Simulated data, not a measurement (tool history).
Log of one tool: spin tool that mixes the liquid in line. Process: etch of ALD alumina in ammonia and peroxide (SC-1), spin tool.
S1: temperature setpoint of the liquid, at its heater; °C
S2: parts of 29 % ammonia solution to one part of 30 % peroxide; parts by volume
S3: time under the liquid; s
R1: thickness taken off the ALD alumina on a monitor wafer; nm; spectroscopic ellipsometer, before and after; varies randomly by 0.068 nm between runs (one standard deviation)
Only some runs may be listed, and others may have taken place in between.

run 1 hour=0.0 | S1=55.0 S2=0.5 S3=305 | R1=17.711
run 2 hour=4.2 | S1=58.5 S2=0.5 S3=305 | R1=21.304
run 3 hour=12.7 | S1=64.5 S2=0.5 S3=305 | R1=29.026
run 4 hour=21.2 | S1=58.0 S2=0.5 S3=305 | R1=20.752
run 5 hour=22.8 | S1=58.0 S2=0.5 S3=330 | R1=22.703
run 6 hour=27.1 | S1=56.0 S2=0.5 S3=330 | R1=20.214

Run 7 has not been measured yet. What should we expect?
run 7 hour=31.5 | S1=54.5 S2=0.5 S3=330 | R1=?

R1: 18.646 nm
